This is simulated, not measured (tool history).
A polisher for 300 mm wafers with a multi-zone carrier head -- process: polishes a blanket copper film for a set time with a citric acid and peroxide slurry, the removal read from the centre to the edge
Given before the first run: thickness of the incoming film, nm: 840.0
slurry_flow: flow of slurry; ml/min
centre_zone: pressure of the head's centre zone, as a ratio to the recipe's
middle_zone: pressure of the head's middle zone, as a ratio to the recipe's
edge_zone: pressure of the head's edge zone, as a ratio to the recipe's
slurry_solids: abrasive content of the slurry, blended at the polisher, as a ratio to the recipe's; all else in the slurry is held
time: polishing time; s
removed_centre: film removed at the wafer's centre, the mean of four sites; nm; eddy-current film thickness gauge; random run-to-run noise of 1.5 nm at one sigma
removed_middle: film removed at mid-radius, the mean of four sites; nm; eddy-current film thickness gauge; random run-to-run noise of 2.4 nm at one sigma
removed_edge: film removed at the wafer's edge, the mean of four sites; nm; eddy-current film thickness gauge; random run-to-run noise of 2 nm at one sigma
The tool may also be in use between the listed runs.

{"run": 1, "hour": 0.0, "slurry_flow": 220, "centre_zone": 1, "middle_zone": 1, "edge_zone": 1, "slurry_solids": 1, "time": 89, "removed_centre": 198.67, "removed_middle": 198.77, "removed_edge": 201.32}
{"run": 2, "hour": 7.5, "slurry_flow": 215, "centre_zone": 0.99, "middle_zone": 1, "edge_zone": 0.99, "slurry_solids": 1, "time": 89, "removed_centre": 197.42, "removed_middle": 199.61, "removed_edge": 198.44}
{"run": 3, "hour": 11.9, "slurry_flow": 215, "centre_zone": 0.99, "middle_zone": 1, "edge_zone": 0.99, "slurry_solids": 1, "time": 75, "removed_centre": 166.03, "removed_middle": 169.02, "removed_edge": 165.65}
{"run": 4, "hour": 13.6, "slurry_flow": 220, "centre_zone": 0.99, "middle_zone": 1.01, "edge_zone": 1.01, "slurry_solids": 1, "time": 75, "removed_centre": 165.63, "removed_middle": 171.57, "removed_edge": 171.65}
{"run": 5, "hour": 19.0, "slurry_flow": 255, "centre_zone": 0.99, "middle_zone": 1.01, "edge_zone": 1.01, "slurry_solids": 1, "time": 75, "removed_centre": 171.72, "removed_middle": 176.93, "removed_edge": 170.05}
{"run": 6, "hour": 25.1, "slurry_flow": 255, "centre_zone": 0.99, "middle_zone": 1.01, "edge_zone": 1.01, "slurry_solids": 1, "time": 64, "removed_centre": 143.01, "removed_middle": 147.63, "removed_edge": 146.42}
{"run": 7, "hour": 26.5, "slurry_flow": 275, "centre_zone": 0.98, "middle_zone": 1.11, "edge_zone": 1.11, "slurry_solids": 1.25, "time": 70, "removed_centre": 164.02, "removed_middle": 183.03, "removed_edge": 175.23}
{"run": 8, "hour": 28.1, "slurry_flow": 275, "centre_zone": 0.98, "middle_zone": 1.11, "edge_zone": 1.12, "slurry_solids": 1.25, "time": 70, "removed_centre": 164.72, "removed_middle": 184.15, "removed_edge": 173.26}
{"hour": 36.9, "done": "worn pad replaced by a new one"}
{"run": 9, "hour": 36.9, "slurry_flow": 275, "centre_zone": 0.98, "middle_zone": 1.11, "edge_zone": 1.12, "slurry_solids": 1.3, "time": 70, "removed_centre": 179.8, "removed_middle": 204.34, "removed_edge": 193.17}
{"run": 10, "hour": 39.3, "slurry_flow": 275, "centre_zone": 0.98, "middle_zone": 1.11, "edge_zone": 1.13, "slurry_solids": 1.3, "time": 70, "removed_centre": 181.43, "removed_middle": 203.65, "removed_edge": 195.04}

Estimate the outcome of run 11 from the log above:
{"run": 11, "hour": 42.2, "slurry_flow": 270, "centre_zone": 0.98, "middle_zone": 1.11, "edge_zone": 1.13, "slurry_solids": 1.3, "time": 70, "removed_centre": "?", "removed_middle": "?", "removed_edge": "?"}

Run 11 came out at removed_centre 178.91 nm, removed_middle 203.75 nm, removed_edge 192.45 nm.
